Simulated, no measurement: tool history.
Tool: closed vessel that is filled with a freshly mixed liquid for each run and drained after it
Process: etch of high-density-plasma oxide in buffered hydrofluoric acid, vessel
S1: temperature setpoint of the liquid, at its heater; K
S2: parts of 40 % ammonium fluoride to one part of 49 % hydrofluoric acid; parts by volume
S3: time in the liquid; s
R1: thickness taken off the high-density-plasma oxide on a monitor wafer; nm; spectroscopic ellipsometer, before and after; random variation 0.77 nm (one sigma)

run	hour	S1	S2	S3	R1
1	0.0	297.15	11	85	163.02
2	5.8	296.15	11	85	154.83
3	11.5	298.65	11	85	173.63
4	20.2	296.15	11	85	154.61
5	23.4	295.65	11	85	148.28
6	26.4	295.65	13	85	127.09
7	32.7	295.15	13	85	123.86

Forecast run 8:
8	39.9	294.65	13	85	?

Run 8 gave R1 120.80 nm.

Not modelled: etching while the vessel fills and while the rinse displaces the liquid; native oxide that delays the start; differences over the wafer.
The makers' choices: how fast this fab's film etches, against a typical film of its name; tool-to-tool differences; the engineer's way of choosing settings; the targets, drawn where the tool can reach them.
